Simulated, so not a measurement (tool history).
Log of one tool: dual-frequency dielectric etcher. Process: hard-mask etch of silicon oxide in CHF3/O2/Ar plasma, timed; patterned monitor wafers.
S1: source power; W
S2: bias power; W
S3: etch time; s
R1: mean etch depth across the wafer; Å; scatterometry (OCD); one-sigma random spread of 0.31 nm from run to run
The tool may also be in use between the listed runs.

run 1 day=0.000 | S1=750 S2=204 S3=30.5 | R1=668.30
run 2 day=0.233 | S1=800 S2=207 S3=30.5 | R1=691.13
run 3 day=0.371 | S1=750 S2=207 S3=30.5 | R1=666.63
run 4 day=0.471 | S1=750 S2=207 S3=30.5 | R1=663.78
run 5 day=0.629 | S1=750 S2=231 S3=30.5 | R1=695.19
-- day=0.792 wet clean of the chamber
run 6 day=0.792 | S1=750 S2=231 S3=30.5 | R1=710.73
run 7 day=0.879 | S1=750 S2=231 S3=30.5 | R1=706.79
run 8 day=0.975 | S1=780 S2=232 S3=30.5 | R1=726.37

What does the tool deliver on the next run?
run 9 day=1.100 | S1=800 S2=232 S3=30.5 | R1=?

{"run 9": {"R1": 730.17}}
